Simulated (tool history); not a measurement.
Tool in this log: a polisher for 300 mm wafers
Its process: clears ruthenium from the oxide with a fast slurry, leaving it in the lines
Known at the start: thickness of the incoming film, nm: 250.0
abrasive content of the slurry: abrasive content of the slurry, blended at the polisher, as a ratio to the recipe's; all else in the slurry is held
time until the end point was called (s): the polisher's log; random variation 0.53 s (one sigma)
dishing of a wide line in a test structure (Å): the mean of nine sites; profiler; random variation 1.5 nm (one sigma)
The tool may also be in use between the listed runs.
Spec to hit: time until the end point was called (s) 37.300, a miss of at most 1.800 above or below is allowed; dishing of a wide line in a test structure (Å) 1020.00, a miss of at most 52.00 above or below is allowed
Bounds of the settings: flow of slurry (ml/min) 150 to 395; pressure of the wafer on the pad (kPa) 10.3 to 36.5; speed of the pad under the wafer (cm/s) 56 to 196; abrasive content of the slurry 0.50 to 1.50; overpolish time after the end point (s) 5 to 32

run	hour	flow of slurry (ml/min)	pressure of the wafer on the pad (kPa)	speed of the pad under the wafer (cm/s)	abrasive content of the slurry	overpolish time after the end point (s)	time until the end point was called (s)	dishing of a wide line in a test structure (Å)
1	0.0	250	23.4	126	1.00	16	46.600	604.97
2	6.4	250	23.4	126	1.00	21	47.753	783.65
3	8.8	250	24.8	126	1.00	21	45.606	803.82
4	12.2	250	24.8	126	1.00	19	45.567	739.76
5	15.9	250	24.8	126	1.00	15	45.340	631.92
6	22.1	250	26.2	126	1.00	16	43.358	676.39
# hour 29.7: head pressure recalibrated
7	29.7	250	27.6	126	1.00	17	37.286	792.94
8	32.0	250	27.6	126	1.00	18	36.131	837.89
9	41.0	250	27.6	126	1.00	18	36.722	828.81
10	46.5	250	27.6	126	1.00	19	37.659	874.62

Which of these 4 next moves meets every target?
A	52.0	285	20.7	128	1.25	24	?	?
B	52.0	290	20.0	158	1.25	23	?	?
C	52.0	255	27.6	124	0.80	27	?	?
D	52.0	155	29.0	134	0.85	15	?	?

move	time until the end point was called (s)	dishing of a wide line in a test structure (Å)
A	44.344	915.47
B	37.273	1002.10
C	42.681	1018.80
D	38.749	712.84
A: moves away from the targets compared with the last run
B: meets every target
C: brings the result that was furthest off to its target, and leaves another outside
D: moves away from the targets compared with the last run
Answer: B

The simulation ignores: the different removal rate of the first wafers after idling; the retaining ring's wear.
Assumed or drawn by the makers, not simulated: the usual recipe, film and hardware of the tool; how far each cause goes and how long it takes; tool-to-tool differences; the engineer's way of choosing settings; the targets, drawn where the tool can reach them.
